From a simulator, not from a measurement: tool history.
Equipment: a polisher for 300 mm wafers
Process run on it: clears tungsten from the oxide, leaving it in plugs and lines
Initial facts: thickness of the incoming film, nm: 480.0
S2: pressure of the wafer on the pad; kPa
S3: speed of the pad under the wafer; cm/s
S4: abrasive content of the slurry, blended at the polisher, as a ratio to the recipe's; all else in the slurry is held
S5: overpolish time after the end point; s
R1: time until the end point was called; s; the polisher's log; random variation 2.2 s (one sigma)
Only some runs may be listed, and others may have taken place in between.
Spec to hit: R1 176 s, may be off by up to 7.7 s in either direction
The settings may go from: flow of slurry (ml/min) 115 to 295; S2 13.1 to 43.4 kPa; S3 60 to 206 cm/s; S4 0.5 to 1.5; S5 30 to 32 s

Run 1, day 0: flow of slurry (ml/min) 190, S2 28.3 kPa, S3 132 cm/s, S4 1, S5 30 s. Result: R1 95.332 s.
Run 2, day 0.1: flow of slurry (ml/min) 190, S2 28.3 kPa, S3 132 cm/s, S4 1, S5 30 s. Result: R1 93.075 s.
Run 3, day 0.375: flow of slurry (ml/min) 190, S2 24.1 kPa, S3 128 cm/s, S4 1, S5 30 s. Result: R1 113.44 s.
Run 4, day 0.558: flow of slurry (ml/min) 190, S2 20.7 kPa, S3 126 cm/s, S4 1, S5 30 s. Result: R1 136.73 s.
Run 5, day 0.675: flow of slurry (ml/min) 190, S2 24.8 kPa, S3 126 cm/s, S4 1, S5 30 s. Result: R1 111.86 s.
Run 6, day 0.867: flow of slurry (ml/min) 190, S2 24.8 kPa, S3 126 cm/s, S4 1.2, S5 30 s. Result: R1 104.52 s.
At day 0.971: slurry blender recalibrated.
Run 7, day 0.971: flow of slurry (ml/min) 190, S2 21.4 kPa, S3 124 cm/s, S4 1.2, S5 30 s. Result: R1 116.39 s.
Run 8, day 1.288: flow of slurry (ml/min) 190, S2 18.6 kPa, S3 120 cm/s, S4 1.2, S5 30 s. Result: R1 132.92 s.

Which single option among these 4 for the next run brings every result within its allowed miss of target? Just one does.
Run A, day 1.604: flow of slurry (ml/min) 170, S2 14.5 kPa, S3 114 cm/s, S4 1.35, S5 30 s. Result: R1 ?.
Run B, day 1.604: flow of slurry (ml/min) 190, S2 22.8 kPa, S3 116 cm/s, S4 1.3, S5 30 s. Result: R1 ?.
Run C, day 1.604: flow of slurry (ml/min) 230, S2 22.8 kPa, S3 124 cm/s, S4 1.5, S5 32 s. Result: R1 ?.
Run D, day 1.604: flow of slurry (ml/min) 240, S2 22.1 kPa, S3 164 cm/s, S4 1.15, S5 30 s. Result: R1 ?.

move      R1
   A  175.68
   B  111.27
   C  98.169
   D   81.73
A: every result lands within tolerance
B: misses by more than the last run did
C: misses by more than the last run did
D: misses by more than the last run did
The move that meets every target is A.
